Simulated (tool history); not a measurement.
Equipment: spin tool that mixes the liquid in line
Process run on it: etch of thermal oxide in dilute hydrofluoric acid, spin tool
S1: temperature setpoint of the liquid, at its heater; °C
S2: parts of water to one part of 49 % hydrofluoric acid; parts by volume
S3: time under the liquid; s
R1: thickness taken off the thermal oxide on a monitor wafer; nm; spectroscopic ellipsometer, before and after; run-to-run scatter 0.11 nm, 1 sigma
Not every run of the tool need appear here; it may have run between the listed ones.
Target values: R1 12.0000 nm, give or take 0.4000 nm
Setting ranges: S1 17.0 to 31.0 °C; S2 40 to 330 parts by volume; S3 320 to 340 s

run  hour    S1   S2   S3      R1
  1   0.0  23.0  185  320  8.2262
  2   8.0  21.5  185  320  7.6327
  3   9.7  22.5  185  320  7.8206
  4  17.0  19.5  185  320  6.9615
  5  24.4  21.0  185  320  7.5131
  6  30.4  22.0  185  320  7.7608
  7  34.0  23.0  185  320  8.0371
  8  41.0  24.0  180  320  8.6927
  9  45.3  25.0  180  320  9.1214

Of the 4 settings listed for the next run, only one would bring every result within its allowed miss of target. Which one?
  A  49.6  27.5  140  340   ?
  B  49.6  25.5  160  340   ?
  C  49.6  22.5  130  320   ?
  D  49.6  24.5  150  330   ?

move       R1
   A  14.2040
   B  11.2600
   C  12.0340
   D  11.3570
A: the result that was furthest off in the last run now lies on the other side of its target
B: better than the last run, though not everything is in spec
C: every result within its allowed miss
D: better than the last run, though not everything is in spec
The right move is C.
